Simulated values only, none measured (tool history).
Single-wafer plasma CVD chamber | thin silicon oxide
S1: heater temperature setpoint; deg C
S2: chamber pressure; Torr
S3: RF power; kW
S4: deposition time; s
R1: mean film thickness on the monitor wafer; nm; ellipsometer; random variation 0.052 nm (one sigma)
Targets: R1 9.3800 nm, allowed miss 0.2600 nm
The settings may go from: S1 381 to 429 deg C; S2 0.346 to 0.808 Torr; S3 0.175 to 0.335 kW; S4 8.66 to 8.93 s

Run 1, hour 0.0: S1 405 deg C, S2 0.577 Torr, S3 0.255 kW, S4 8.66 s. Result: R1 10.6220 nm.
Run 2, hour 5.1: S1 405 deg C, S2 0.566 Torr, S3 0.255 kW, S4 8.66 s. Result: R1 10.4880 nm.
Run 3, hour 8.3: S1 405 deg C, S2 0.636 Torr, S3 0.255 kW, S4 8.66 s. Result: R1 11.6120 nm.
Run 4, hour 10.1: S1 405 deg C, S2 0.636 Torr, S3 0.285 kW, S4 8.66 s. Result: R1 12.1080 nm.
Run 5, hour 12.4: S1 405 deg C, S2 0.715 Torr, S3 0.285 kW, S4 8.66 s. Result: R1 13.7770 nm.
Run 6, hour 13.9: S1 405 deg C, S2 0.757 Torr, S3 0.285 kW, S4 8.66 s. Result: R1 14.4990 nm.
Run 7, hour 21.8: S1 405 deg C, S2 0.709 Torr, S3 0.280 kW, S4 8.66 s. Result: R1 13.4870 nm.
Run 8, hour 30.2: S1 405 deg C, S2 0.670 Torr, S3 0.280 kW, S4 8.66 s. Result: R1 12.8490 nm.
Run 9, hour 35.8: S1 405 deg C, S2 0.635 Torr, S3 0.280 kW, S4 8.66 s. Result: R1 12.0710 nm.
Run 10, hour 42.0: S1 405 deg C, S2 0.608 Torr, S3 0.280 kW, S4 8.66 s. Result: R1 11.6300 nm.
Run 11, hour 48.2: S1 405 deg C, S2 0.585 Torr, S3 0.280 kW, S4 8.66 s. Result: R1 11.1940 nm.
At hour 57.1: capacitance manometer re-zeroed and calibrated.
Run 12, hour 57.1: S1 405 deg C, S2 0.474 Torr, S3 0.275 kW, S4 8.66 s. Result: R1 9.7606 nm.
Run 13, hour 65.1: S1 405 deg C, S2 0.469 Torr, S3 0.275 kW, S4 8.66 s. Result: R1 9.6430 nm.

Which of these 5 next moves meets every target?
Run A, hour 73.1: S1 400 deg C, S2 0.467 Torr, S3 0.280 kW, S4 8.78 s. Result: R1 ?.
Run B, hour 73.1: S1 414 deg C, S2 0.449 Torr, S3 0.300 kW, S4 8.66 s. Result: R1 ?.
Run C, hour 73.1: S1 402 deg C, S2 0.492 Torr, S3 0.270 kW, S4 8.66 s. Result: R1 ?.
Run D, hour 73.1: S1 391 deg C, S2 0.534 Torr, S3 0.230 kW, S4 8.66 s. Result: R1 ?.
Run E, hour 73.1: S1 408 deg C, S2 0.437 Torr, S3 0.260 kW, S4 8.66 s. Result: R1 ?.

move       R1
   A   9.7841
   B   9.4330
   C  10.0060
   D  10.2920
   E   8.7552
A: further off than the last run
B: meets every target
C: further off than the last run
D: further off than the last run
E: takes the result that was furthest off past its target
Answer: B
